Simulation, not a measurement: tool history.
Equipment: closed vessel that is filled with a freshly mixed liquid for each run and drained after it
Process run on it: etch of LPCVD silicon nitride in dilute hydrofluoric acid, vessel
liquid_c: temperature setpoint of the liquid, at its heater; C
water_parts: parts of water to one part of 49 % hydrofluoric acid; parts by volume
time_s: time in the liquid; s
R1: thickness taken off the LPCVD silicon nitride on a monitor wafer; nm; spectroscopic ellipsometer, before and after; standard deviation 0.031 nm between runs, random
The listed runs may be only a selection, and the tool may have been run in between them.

{"run": 1, "day": 0.0, "liquid_c": 22, "water_parts": 60, "time_s": 930, "R1": 6.7731}
{"run": 2, "day": 0.288, "liquid_c": 21.5, "water_parts": 60, "time_s": 930, "R1": 6.4717}
{"run": 3, "day": 0.392, "liquid_c": 25, "water_parts": 60, "time_s": 930, "R1": 8.2041}
{"run": 4, "day": 0.608, "liquid_c": 22.5, "water_parts": 60, "time_s": 930, "R1": 6.8941}
{"run": 5, "day": 0.838, "liquid_c": 22, "water_parts": 60, "time_s": 930, "R1": 6.6603}
{"run": 6, "day": 0.933, "liquid_c": 21.5, "water_parts": 60, "time_s": 930, "R1": 6.3945}
{"run": 7, "day": 1.104, "liquid_c": 21, "water_parts": 60, "time_s": 930, "R1": 6.2278}
{"day": 1.133, "done": "thermometer replaced"}
{"run": 8, "day": 1.133, "liquid_c": 20.5, "water_parts": 60, "time_s": 930, "R1": 5.4846}
{"run": 9, "day": 1.446, "liquid_c": 20, "water_parts": 60, "time_s": 930, "R1": 5.4011}

Run 10 comes next. What will it give?
{"run": 10, "day": 1.638, "liquid_c": 19.5, "water_parts": 60, "time_s": 930, "R1": "?"}

R1: 5.0629 nm
